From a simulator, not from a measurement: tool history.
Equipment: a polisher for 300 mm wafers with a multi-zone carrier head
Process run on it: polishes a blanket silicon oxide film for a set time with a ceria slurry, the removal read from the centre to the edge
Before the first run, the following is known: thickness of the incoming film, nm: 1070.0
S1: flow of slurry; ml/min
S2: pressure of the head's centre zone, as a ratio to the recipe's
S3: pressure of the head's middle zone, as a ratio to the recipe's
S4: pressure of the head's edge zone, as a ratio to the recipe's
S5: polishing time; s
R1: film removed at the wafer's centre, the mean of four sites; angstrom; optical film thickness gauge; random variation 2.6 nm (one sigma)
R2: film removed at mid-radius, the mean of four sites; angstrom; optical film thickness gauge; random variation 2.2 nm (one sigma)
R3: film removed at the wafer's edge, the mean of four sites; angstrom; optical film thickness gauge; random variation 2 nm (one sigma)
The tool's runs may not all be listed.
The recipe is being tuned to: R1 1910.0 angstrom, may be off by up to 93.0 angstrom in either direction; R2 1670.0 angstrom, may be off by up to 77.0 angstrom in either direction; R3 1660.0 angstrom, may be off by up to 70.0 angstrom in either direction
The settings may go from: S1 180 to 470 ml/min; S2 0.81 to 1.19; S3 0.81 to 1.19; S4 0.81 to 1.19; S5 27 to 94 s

| run | hour | S1 | S2 | S3 | S4 | S5 | R1 | R2 | R3 |
|---|---|---|---|---|---|---|---|---|---|
| 1 | 0.0 | 300 | 1.00 | 1.00 | 1.00 | 60 | 1948.6 | 1972.2 | 1954.7 |
| 2 | 8.1 | 300 | 1.00 | 1.07 | 1.00 | 60 | 1913.2 | 2119.6 | 1927.9 |
| 3 | 14.1 | 300 | 1.00 | 1.01 | 1.00 | 60 | 1924.7 | 2019.6 | 1976.2 |
| 4 | 22.6 | 300 | 1.00 | 1.01 | 1.08 | 60 | 1929.5 | 1986.2 | 2043.0 |
| 5 | 27.4 | 300 | 1.03 | 0.99 | 1.04 | 57 | 1864.7 | 1838.8 | 1896.1 |
| 6 | 34.4 | 300 | 1.03 | 0.91 | 1.04 | 57 | 1888.2 | 1727.6 | 1880.6 |
| 7 | 43.2 | 300 | 1.05 | 0.91 | 1.00 | 56 | 1900.7 | 1707.6 | 1837.5 |
| 8 | 48.3 | 315 | 1.13 | 0.96 | 0.90 | 50 | 1787.9 | 1635.8 | 1567.5 |
| 9 | 53.2 | 315 | 1.14 | 0.96 | 0.91 | 51 | 1893.9 | 1669.1 | 1623.8 |

Pick the move, out of 5, that brings all results within their allowed miss; only one does.
| A | 58.1 | 355 | 1.19 | 1.08 | 0.81 | 49 | ? | ? | ? |
| B | 58.1 | 385 | 1.08 | 0.87 | 1.07 | 55 | ? | ? | ? |
| C | 58.1 | 325 | 1.01 | 0.91 | 1.03 | 55 | ? | ? | ? |
| D | 58.1 | 310 | 1.04 | 0.87 | 0.81 | 56 | ? | ? | ? |
| E | 58.1 | 280 | 1.02 | 0.92 | 0.86 | 52 | ? | ? | ? |

| move | R1 | R2 | R3 |
|---|---|---|---|
| A | 1869.5 | 1748.4 | 1493.5 |
| B | 1921.2 | 1644.2 | 1921.0 |
| C | 1785.4 | 1691.1 | 1870.5 |
| D | 1862.4 | 1654.7 | 1701.6 |
| E | 1687.5 | 1599.8 | 1614.1 |
A: lands further from the targets than the last run did
B: pushes the last run's worst result past its target
C: pushes the last run's worst result past its target
D: all results land within tolerance of their targets
E: corrects the largest miss of the last run, while another result sits out of spec
Move D is the one to make.

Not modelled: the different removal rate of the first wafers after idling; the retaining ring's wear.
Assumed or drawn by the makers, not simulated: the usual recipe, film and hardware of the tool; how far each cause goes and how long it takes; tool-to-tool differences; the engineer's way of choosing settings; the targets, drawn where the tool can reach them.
